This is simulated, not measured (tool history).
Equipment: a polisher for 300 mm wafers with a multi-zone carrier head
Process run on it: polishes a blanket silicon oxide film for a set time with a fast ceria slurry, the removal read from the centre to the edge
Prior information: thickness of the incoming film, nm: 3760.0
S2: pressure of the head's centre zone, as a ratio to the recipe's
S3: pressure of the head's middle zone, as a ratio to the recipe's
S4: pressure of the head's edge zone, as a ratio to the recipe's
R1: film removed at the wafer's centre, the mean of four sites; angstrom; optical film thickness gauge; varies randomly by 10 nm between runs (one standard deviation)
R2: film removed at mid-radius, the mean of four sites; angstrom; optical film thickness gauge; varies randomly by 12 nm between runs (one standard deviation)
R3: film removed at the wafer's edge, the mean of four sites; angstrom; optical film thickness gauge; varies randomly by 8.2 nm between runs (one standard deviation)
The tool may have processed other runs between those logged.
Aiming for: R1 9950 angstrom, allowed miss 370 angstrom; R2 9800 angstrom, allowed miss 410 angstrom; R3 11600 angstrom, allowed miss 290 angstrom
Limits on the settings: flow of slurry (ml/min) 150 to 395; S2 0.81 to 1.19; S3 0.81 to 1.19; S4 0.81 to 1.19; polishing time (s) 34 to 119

{"run": 1, "day": 0.0, "flow of slurry (ml/min)": 250, "S2": 1, "S3": 1, "S4": 1, "polishing time (s)": 76, "R1": 9999.8, "R2": 10058, "R3": 9938.2}
{"run": 2, "day": 0.2, "flow of slurry (ml/min)": 250, "S2": 0.93, "S3": 1, "S4": 1, "polishing time (s)": 76, "R1": 9142.8, "R2": 10315, "R3": 9912.5}
{"run": 3, "day": 0.483, "flow of slurry (ml/min)": 250, "S2": 0.93, "S3": 1, "S4": 1, "polishing time (s)": 84, "R1": 10282, "R2": 11107, "R3": 10880}
{"run": 4, "day": 0.588, "flow of slurry (ml/min)": 250, "S2": 0.93, "S3": 1, "S4": 1.09, "polishing time (s)": 84, "R1": 10306, "R2": 11464, "R3": 11348}
{"run": 5, "day": 0.742, "flow of slurry (ml/min)": 290, "S2": 0.93, "S3": 1, "S4": 1.09, "polishing time (s)": 84, "R1": 10399, "R2": 11269, "R3": 11431}
{"run": 6, "day": 1.012, "flow of slurry (ml/min)": 295, "S2": 0.92, "S3": 0.97, "S4": 1.1, "polishing time (s)": 84, "R1": 10263, "R2": 11010, "R3": 11541}
{"run": 7, "day": 1.212, "flow of slurry (ml/min)": 300, "S2": 0.92, "S3": 0.95, "S4": 1.1, "polishing time (s)": 84, "R1": 10340, "R2": 10841, "R3": 11496}
{"run": 8, "day": 1.542, "flow of slurry (ml/min)": 305, "S2": 0.91, "S3": 0.93, "S4": 1.11, "polishing time (s)": 84, "R1": 10175, "R2": 10575, "R3": 11721}
{"run": 9, "day": 1.746, "flow of slurry (ml/min)": 305, "S2": 0.91, "S3": 0.92, "S4": 1.11, "polishing time (s)": 84, "R1": 10096, "R2": 10571, "R3": 11579}

Next run, 4 choices. One meets every target within its allowed miss, the rest don't. Which?
{"run": "A", "day": 1.95, "flow of slurry (ml/min)": 320, "S2": 0.92, "S3": 0.87, "S4": 1.19, "polishing time (s)": 81, "R1": "?", "R2": "?", "R3": "?"}
{"run": "B", "day": 1.95, "flow of slurry (ml/min)": 340, "S2": 0.94, "S3": 0.93, "S4": 1.14, "polishing time (s)": 85, "R1": "?", "R2": "?", "R3": "?"}
{"run": "C", "day": 1.95, "flow of slurry (ml/min)": 340, "S2": 0.85, "S3": 0.95, "S4": 1.07, "polishing time (s)": 84, "R1": "?", "R2": "?", "R3": "?"}
{"run": "D", "day": 1.95, "flow of slurry (ml/min)": 185, "S2": 0.94, "S3": 1.09, "S4": 1.03, "polishing time (s)": 90, "R1": "?", "R2": "?", "R3": "?"}

move=A R1=10002 R2=9763.6 R3=11527
move=B R1=10789 R2=10882 R3=11921
move=C R1=9633.9 R2=10953 R3=11485
move=D R1=10691 R2=12400 R3=11563
A: all results land within tolerance of their targets
B: further off than the last run
C: further off than the last run
D: further off than the last run
A meets every target.
